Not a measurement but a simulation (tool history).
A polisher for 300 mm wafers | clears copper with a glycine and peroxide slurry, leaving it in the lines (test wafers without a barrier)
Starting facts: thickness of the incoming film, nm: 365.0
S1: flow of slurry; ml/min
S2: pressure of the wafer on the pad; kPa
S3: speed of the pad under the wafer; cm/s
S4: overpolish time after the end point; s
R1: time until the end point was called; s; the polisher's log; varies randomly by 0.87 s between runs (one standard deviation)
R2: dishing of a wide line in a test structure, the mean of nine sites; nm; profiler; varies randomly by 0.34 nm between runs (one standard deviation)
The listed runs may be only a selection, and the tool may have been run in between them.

run  hour   S1    S2   S3  S4       R1      R2
  1   0.0  320  15.9   94  29   79.806  84.266
  2   7.0  295  14.5  100  25   83.530  72.267
  3  14.0  295  14.5   86  25   88.736  71.466
  4  19.6  275  13.1   96  22   89.656  62.764
  5  20.7  240  13.1   96  22   92.145  61.005
  6  21.4  210  13.1   96  22   94.447  60.249
  7  27.0  205  11.7  104  20   96.618  53.668
  8  31.2  190   7.6  130   9  110.250  24.581
  9  32.8  195   8.3  130   9  104.530  25.655
 10  33.6  200   9.0  128   9  101.270  26.612
 11  35.7  200   9.7  126   9   98.656  27.516
 12  44.0  200  10.3  124   9   96.921  27.836

Run 13, settings as shown, results not yet in. Your forecast:
 13  45.5  205  10.3  122   9   ?   ?

Run 13 measured R1 93.950 s, R2 28.140 nm.

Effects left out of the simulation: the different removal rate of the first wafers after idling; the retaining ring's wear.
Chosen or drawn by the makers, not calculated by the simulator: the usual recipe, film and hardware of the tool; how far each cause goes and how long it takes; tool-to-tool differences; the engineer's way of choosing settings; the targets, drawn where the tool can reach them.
